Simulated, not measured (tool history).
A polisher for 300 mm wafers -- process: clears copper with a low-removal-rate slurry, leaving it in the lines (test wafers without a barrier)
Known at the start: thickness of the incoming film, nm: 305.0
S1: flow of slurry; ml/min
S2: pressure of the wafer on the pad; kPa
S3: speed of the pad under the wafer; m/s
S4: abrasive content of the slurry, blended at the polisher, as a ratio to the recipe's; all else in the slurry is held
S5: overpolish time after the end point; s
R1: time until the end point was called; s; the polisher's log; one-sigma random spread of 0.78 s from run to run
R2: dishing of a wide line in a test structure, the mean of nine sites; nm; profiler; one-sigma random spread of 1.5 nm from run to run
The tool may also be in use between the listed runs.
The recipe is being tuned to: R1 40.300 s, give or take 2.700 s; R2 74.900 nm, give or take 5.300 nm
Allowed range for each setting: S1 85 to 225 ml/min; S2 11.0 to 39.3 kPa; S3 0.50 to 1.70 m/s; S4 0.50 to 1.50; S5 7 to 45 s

| run | hour | S1 | S2 | S3 | S4 | S5 | R1 | R2 |
|---|---|---|---|---|---|---|---|---|
| 1 | 0.0 | 145 | 24.8 | 1.10 | 1.00 | 23 | 70.450 | 57.867 |
| 2 | 1.2 | 145 | 31.0 | 1.10 | 1.00 | 23 | 54.070 | 70.188 |
| 3 | 9.5 | 145 | 31.0 | 0.90 | 1.00 | 23 | 63.477 | 60.700 |
| 4 | 13.8 | 145 | 31.0 | 0.90 | 0.90 | 23 | 64.485 | 60.012 |
| 5 | 19.1 | 145 | 33.1 | 0.92 | 0.90 | 22 | 59.962 | 64.554 |
| 6 | 22.3 | 145 | 33.1 | 1.16 | 0.90 | 22 | 53.202 | 69.278 |
| 7 | 30.6 | 145 | 34.5 | 1.18 | 0.90 | 21 | 49.526 | 74.535 |
| 8 | 38.0 | 145 | 35.9 | 1.18 | 0.90 | 20 | 48.649 | 71.912 |
| 9 | 40.9 | 145 | 36.5 | 1.20 | 0.90 | 19 | 46.242 | 71.417 |

Which of these 4 next moves meets every target?
| A | 43.8 | 155 | 39.3 | 1.26 | 0.85 | 13 | ? | ? |
| B | 43.8 | 160 | 33.8 | 1.22 | 1.05 | 21 | ? | ? |
| C | 43.8 | 130 | 39.3 | 1.28 | 1.10 | 13 | ? | ? |
| D | 43.8 | 160 | 39.3 | 1.30 | 0.75 | 18 | ? | ? |

| move | R1 | R2 |
|---|---|---|
| A | 40.784 | 56.854 |
| B | 46.222 | 72.846 |
| C | 39.687 | 58.075 |
| D | 40.554 | 72.794 |
A: the furthest-off result lands on target, but another misses its tolerance
B: just as far off the targets as the last run
C: the furthest-off result lands on target, but another misses its tolerance
D: all results land within tolerance of their targets
So the answer is move D, the one that meets all the targets.

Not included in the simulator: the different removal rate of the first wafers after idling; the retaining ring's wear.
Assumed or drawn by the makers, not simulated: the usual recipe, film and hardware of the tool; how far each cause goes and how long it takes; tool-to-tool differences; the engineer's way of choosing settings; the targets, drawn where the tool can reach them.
